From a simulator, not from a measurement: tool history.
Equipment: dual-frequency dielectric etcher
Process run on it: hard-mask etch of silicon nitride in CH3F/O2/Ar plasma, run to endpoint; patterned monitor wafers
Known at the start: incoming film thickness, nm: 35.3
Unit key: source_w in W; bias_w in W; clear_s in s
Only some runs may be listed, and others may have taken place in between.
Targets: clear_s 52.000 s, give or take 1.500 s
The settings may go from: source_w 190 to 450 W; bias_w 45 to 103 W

{"run": 1, "hour": 0.0, "source_w": 320, "bias_w": 74, "clear_s": 59.507}
{"run": 2, "hour": 4.8, "source_w": 320, "bias_w": 81, "clear_s": 58.091}
{"run": 3, "hour": 7.4, "source_w": 320, "bias_w": 74, "clear_s": 60.231}
{"run": 4, "hour": 12.0, "source_w": 330, "bias_w": 75, "clear_s": 58.703}
{"run": 5, "hour": 18.8, "source_w": 330, "bias_w": 66, "clear_s": 61.573}
{"run": 6, "hour": 27.4, "source_w": 330, "bias_w": 60, "clear_s": 63.509}
{"run": 7, "hour": 33.7, "source_w": 340, "bias_w": 62, "clear_s": 61.284}
{"run": 8, "hour": 38.6, "source_w": 350, "bias_w": 63, "clear_s": 60.945}

Which single option among these 5 for the next run brings every result within its allowed miss of target? Just one does.
{"run": "A", "hour": 43.5, "source_w": 450, "bias_w": 86, "clear_s": "?"}
{"run": "B", "hour": 43.5, "source_w": 260, "bias_w": 45, "clear_s": "?"}
{"run": "C", "hour": 43.5, "source_w": 240, "bias_w": 54, "clear_s": "?"}
{"run": "D", "hour": 43.5, "source_w": 360, "bias_w": 73, "clear_s": "?"}
{"run": "E", "hour": 43.5, "source_w": 420, "bias_w": 79, "clear_s": "?"}

move=A clear_s=48.668
move=B clear_s=77.259
move=C clear_s=76.007
move=D clear_s=56.768
move=E clear_s=51.614
A: takes the biggest miss from the last run beyond its target
B: further off than the last run
C: further off than the last run
D: an improvement on the last run, though not all results are within tolerance
E: all results in spec
E is the move that brings every result within its allowed miss.
